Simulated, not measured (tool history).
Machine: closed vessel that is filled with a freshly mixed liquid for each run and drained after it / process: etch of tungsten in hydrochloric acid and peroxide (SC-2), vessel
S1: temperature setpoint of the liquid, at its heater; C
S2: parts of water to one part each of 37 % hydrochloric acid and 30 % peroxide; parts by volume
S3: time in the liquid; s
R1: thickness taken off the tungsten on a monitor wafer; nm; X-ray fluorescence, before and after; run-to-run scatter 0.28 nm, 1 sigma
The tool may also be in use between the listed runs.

run  hour    S1   S2   S3       R1
  1   0.0  58.0  5.5  105  101.840
  2   1.5  61.0  5.5  105  124.210
  3   4.0  55.5  5.5  105   87.171
  4   9.0  52.5  5.5  105   71.859
  5  15.4  52.5  5.5  115   78.367
  6  18.4  58.5  5.5  115  115.160
  7  25.9  54.5  6.0  115   84.108
  8  28.2  54.5  6.0  115   84.676
  9  33.4  51.5  6.0  115   68.586
 10  37.5  49.5  6.0  115   60.962
 11  45.6  48.0  6.0  115   54.100

Expected results for the next run?
 12  54.4  46.5  6.0  115   ?

Run 12 came out at R1 50.128 nm.
